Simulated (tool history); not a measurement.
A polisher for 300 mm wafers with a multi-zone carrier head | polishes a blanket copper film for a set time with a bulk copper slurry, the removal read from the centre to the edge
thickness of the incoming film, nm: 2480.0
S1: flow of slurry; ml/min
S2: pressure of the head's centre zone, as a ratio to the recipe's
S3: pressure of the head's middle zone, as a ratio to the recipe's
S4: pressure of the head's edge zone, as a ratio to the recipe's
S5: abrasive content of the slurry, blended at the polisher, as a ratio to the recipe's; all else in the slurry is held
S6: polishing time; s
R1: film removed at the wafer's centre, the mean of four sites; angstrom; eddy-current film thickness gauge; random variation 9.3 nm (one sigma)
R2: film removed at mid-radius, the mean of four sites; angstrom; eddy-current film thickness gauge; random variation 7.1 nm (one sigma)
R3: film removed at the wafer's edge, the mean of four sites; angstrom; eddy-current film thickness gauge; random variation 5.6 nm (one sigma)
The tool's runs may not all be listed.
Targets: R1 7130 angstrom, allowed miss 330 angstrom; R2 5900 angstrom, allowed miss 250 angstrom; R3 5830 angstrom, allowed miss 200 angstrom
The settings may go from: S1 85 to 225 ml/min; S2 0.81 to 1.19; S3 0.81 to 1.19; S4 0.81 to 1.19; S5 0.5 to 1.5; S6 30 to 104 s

run  hour   S1    S2    S3    S4    S5  S6      R1      R2      R3
  1     0  145     1     1     1     1  67  4450.6  4402.1  4493.5
  2   2.9  160  1.06  1.01  1.02  1.15  69  5062.9  4803.2  4919.4
  3  11.5  160     1  1.01  1.02  1.15  69  4750.1    4765  4873.6
  4  16.3  160     1  0.97  1.02  1.15  69  4762.5  4555.9  4921.6
  5  19.8  160     1  0.97  1.09  1.15  69  4737.9  4593.1  5067.3
  6  22.4  160     1  0.97  1.16  1.15  69  4791.9  4540.1  5316.3
  7  24.2  175  1.06  0.98   1.1  1.25  71  5432.7  4989.8  5371.4
  8  28.1  175  1.06  0.98   1.1  1.25  71  5471.7  4968.1  5345.3
  9  29.3  215  1.16  1.06  1.07   1.5  73  6440.1  5684.6  5785.1
 10  36.1  220  1.17  1.05  1.03   1.5  74  6678.4  5833.1  5729.3

Which of these 4 next moves meets every target?
  A  42.9  175  1.07  0.94  1.05   1.4  78   ?   ?   ?
  B  42.9  225  1.08  1.03  1.01   1.2  79   ?   ?   ?
  C  42.9  225  1.12   1.1     1   1.5  74   ?   ?   ?
  D  42.9  225  1.19  1.02  0.99  1.35  78   ?   ?   ?

move      R1      R2      R3
   A  6062.3  5543.7  5891.8
   B  6251.4  6036.6  5818.6
   C  6385.6  6247.8  5696.5
   D  6984.3  6068.7  5843.6
A: further off than the last run
B: further off than the last run
C: further off than the last run
D: meets every target
The right move is D.
